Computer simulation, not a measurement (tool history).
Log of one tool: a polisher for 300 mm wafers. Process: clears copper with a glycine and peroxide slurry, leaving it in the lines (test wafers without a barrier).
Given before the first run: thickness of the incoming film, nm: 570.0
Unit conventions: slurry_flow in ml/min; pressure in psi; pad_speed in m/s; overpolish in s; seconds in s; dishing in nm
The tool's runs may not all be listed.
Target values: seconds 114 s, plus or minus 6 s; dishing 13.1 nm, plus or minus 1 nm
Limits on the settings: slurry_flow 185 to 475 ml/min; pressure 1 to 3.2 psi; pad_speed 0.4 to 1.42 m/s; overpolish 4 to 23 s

run	hour	slurry_flow	pressure	pad_speed	overpolish	seconds	dishing
1	0	305	2.1	0.9	12	126.66	18.425
2	3	305	2.1	1.1	12	109.75	19.734
3	9.1	305	2.4	1.1	12	99.763	18.663
4	16.9	305	2.4	0.9	12	114.33	18.888
5	24.8	285	2.5	0.86	11	120.61	18.959
6	27.6	315	2.4	0.9	10	114.67	18.78
7	28.2	295	2.3	0.94	9	114.46	16.935
8	32.1	285	2.3	0.94	8	117.79	17.169
9	39.5	270	2.2	1	7	114.15	15.091
10	41.7	265	2.2	1	7	112.99	15.833
11	45.6	255	2.1	1.02	7	117.7	15.525
12	53	245	2.1	1.04	7	115.48	15.876
13	55.6	255	2	1.06	7	114.74	15.239
14	61	250	2	1.08	7	115.49	14.996
15	63.9	185	1.8	1.22	4	115.83	11.122
16	67.5	195	1.8	1.22	4	118.76	11.844
17	74.4	200	1.8	1.22	4	111.59	10.892
18	77	205	1.8	1.2	4	116.73	11.505
19	79	210	1.8	1.2	4	114.75	11.04

Exactly one of the 4 candidate moves below puts every result within its allowed miss. Which one?
A	81	280	2.1	0.92	6	?	?
B	81	215	1.7	1.16	4	?	?
C	81	300	2	1.04	7	?	?
D	81	240	1.6	1.3	5	?	?

move	seconds	dishing
A	121.72	14.538
B	119.41	11.349
C	113.27	16.192
D	111.5	13.555
A: pushes the last run's worst result past its target
B: nearer than the last run, and not there yet
C: pushes the last run's worst result past its target
D: every result lands within tolerance
D is the move that brings every result within its allowed miss.

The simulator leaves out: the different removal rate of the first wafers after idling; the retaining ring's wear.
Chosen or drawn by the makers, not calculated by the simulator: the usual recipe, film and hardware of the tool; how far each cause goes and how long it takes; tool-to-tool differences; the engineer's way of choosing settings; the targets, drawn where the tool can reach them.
